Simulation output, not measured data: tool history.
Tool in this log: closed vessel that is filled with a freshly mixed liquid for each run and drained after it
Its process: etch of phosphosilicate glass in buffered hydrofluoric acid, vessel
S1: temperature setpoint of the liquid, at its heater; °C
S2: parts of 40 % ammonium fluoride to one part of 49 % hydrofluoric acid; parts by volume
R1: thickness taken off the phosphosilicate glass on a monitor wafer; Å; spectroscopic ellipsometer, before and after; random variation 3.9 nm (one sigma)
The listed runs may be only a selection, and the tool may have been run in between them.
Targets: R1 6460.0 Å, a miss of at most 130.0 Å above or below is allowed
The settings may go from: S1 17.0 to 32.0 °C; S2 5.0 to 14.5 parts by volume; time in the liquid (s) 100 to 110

run 1 day=0.000 | S1=24.0 S2=9.0 time_in_the_liquid_(s)=100 | R1=10738.0
run 2 day=0.150 | S1=27.0 S2=9.0 time_in_the_liquid_(s)=100 | R1=12583.0
run 3 day=0.312 | S1=27.0 S2=10.5 time_in_the_liquid_(s)=100 | R1=11328.0
run 4 day=0.608 | S1=25.0 S2=10.5 time_in_the_liquid_(s)=100 | R1=10115.0
run 5 day=0.846 | S1=25.0 S2=10.5 time_in_the_liquid_(s)=100 | R1=9952.9
run 6 day=0.925 | S1=25.0 S2=10.5 time_in_the_liquid_(s)=110 | R1=11107.0
run 7 day=1.288 | S1=23.5 S2=10.5 time_in_the_liquid_(s)=110 | R1=10177.0
run 8 day=1.567 | S1=22.0 S2=10.5 time_in_the_liquid_(s)=110 | R1=9306.9
run 9 day=1.825 | S1=21.0 S2=10.5 time_in_the_liquid_(s)=110 | R1=8852.7
run 10 day=1.862 | S1=20.0 S2=10.5 time_in_the_liquid_(s)=110 | R1=8396.2
run 11 day=2.188 | S1=19.5 S2=10.5 time_in_the_liquid_(s)=110 | R1=8235.9
run 12 day=2.304 | S1=19.0 S2=10.5 time_in_the_liquid_(s)=110 | R1=7994.0
run 13 day=2.662 | S1=18.5 S2=10.5 time_in_the_liquid_(s)=110 | R1=7754.9
-- day=2.700 thermometer replaced
run 14 day=2.700 | S1=18.0 S2=10.5 time_in_the_liquid_(s)=110 | R1=8363.6
run 15 day=2.854 | S1=17.0 S2=13.5 time_in_the_liquid_(s)=110 | R1=6176.4

Consider the 5 candidate settings below. Which is the only one whose results all fall within their allowed miss of target?
run A day=3.008 | S1=17.5 S2=14.5 time_in_the_liquid_(s)=105 | R1=?
run B day=3.008 | S1=17.0 S2=14.0 time_in_the_liquid_(s)=110 | R1=?
run C day=3.008 | S1=17.5 S2=13.5 time_in_the_liquid_(s)=100 | R1=?
run D day=3.008 | S1=17.5 S2=14.5 time_in_the_liquid_(s)=110 | R1=?
run E day=3.008 | S1=17.0 S2=13.0 time_in_the_liquid_(s)=110 | R1=?

move=A R1=5740.9
move=B R1=6050.2
move=C R1=5865.3
move=D R1=6014.3
move=E R1=6506.9
A: lands further from the targets than the last run did
B: lands further from the targets than the last run did
C: lands further from the targets than the last run did
D: lands further from the targets than the last run did
E: in spec on every target
Go with E: it meets all targets.
